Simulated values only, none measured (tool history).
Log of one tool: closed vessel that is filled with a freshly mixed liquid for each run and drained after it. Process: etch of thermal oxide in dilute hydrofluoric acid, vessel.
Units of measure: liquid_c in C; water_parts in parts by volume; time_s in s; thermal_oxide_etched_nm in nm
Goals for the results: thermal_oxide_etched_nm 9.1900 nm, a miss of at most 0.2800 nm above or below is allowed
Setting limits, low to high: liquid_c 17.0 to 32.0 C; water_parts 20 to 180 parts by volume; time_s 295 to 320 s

Run 1, hour 0.0: liquid_c 24.0 C, water_parts 100 parts by volume, time_s 295 s. Result: thermal_oxide_etched_nm 13.0110 nm.
Run 2, hour 8.1: liquid_c 24.0 C, water_parts 100 parts by volume, time_s 320 s. Result: thermal_oxide_etched_nm 14.1310 nm.
Run 3, hour 11.5: liquid_c 22.5 C, water_parts 100 parts by volume, time_s 320 s. Result: thermal_oxide_etched_nm 13.5170 nm.
Run 4, hour 14.7: liquid_c 22.5 C, water_parts 70 parts by volume, time_s 320 s. Result: thermal_oxide_etched_nm 19.8210 nm.
Run 5, hour 22.7: liquid_c 19.5 C, water_parts 70 parts by volume, time_s 320 s. Result: thermal_oxide_etched_nm 17.4790 nm.
Run 6, hour 29.3: liquid_c 19.0 C, water_parts 80 parts by volume, time_s 320 s. Result: thermal_oxide_etched_nm 14.6530 nm.
Run 7, hour 31.5: liquid_c 18.5 C, water_parts 85 parts by volume, time_s 320 s. Result: thermal_oxide_etched_nm 13.3600 nm.
Run 8, hour 38.9: liquid_c 18.0 C, water_parts 90 parts by volume, time_s 320 s. Result: thermal_oxide_etched_nm 12.5720 nm.
Run 9, hour 41.7: liquid_c 18.0 C, water_parts 95 parts by volume, time_s 320 s. Result: thermal_oxide_etched_nm 11.7690 nm.
Run 10, hour 50.6: liquid_c 18.0 C, water_parts 100 parts by volume, time_s 320 s. Result: thermal_oxide_etched_nm 11.0090 nm.
Run 11, hour 56.4: liquid_c 17.5 C, water_parts 105 parts by volume, time_s 320 s. Result: thermal_oxide_etched_nm 10.2970 nm.
Run 12, hour 64.2: liquid_c 17.0 C, water_parts 110 parts by volume, time_s 320 s. Result: thermal_oxide_etched_nm 9.6311 nm.

5 next moves are on the table. One of them brings every result within its allowed miss. Which?
Run A, hour 72.0: liquid_c 18.5 C, water_parts 110 parts by volume, time_s 315 s. Result: thermal_oxide_etched_nm ?.
Run B, hour 72.0: liquid_c 18.0 C, water_parts 115 parts by volume, time_s 310 s. Result: thermal_oxide_etched_nm ?.
Run C, hour 72.0: liquid_c 18.5 C, water_parts 105 parts by volume, time_s 300 s. Result: thermal_oxide_etched_nm ?.
Run D, hour 72.0: liquid_c 17.5 C, water_parts 105 parts by volume, time_s 310 s. Result: thermal_oxide_etched_nm ?.
Run E, hour 72.0: liquid_c 17.0 C, water_parts 95 parts by volume, time_s 295 s. Result: thermal_oxide_etched_nm ?.

move  thermal_oxide_etched_nm
   A                  10.1290
   B                   9.2904
   C                  10.1600
   D                  10.0700
   E                  10.4800
A: misses by more than the last run did
B: every result lands within tolerance
C: misses by more than the last run did
D: misses by more than the last run did
E: misses by more than the last run did
So the answer is move B, the one that meets all the targets.

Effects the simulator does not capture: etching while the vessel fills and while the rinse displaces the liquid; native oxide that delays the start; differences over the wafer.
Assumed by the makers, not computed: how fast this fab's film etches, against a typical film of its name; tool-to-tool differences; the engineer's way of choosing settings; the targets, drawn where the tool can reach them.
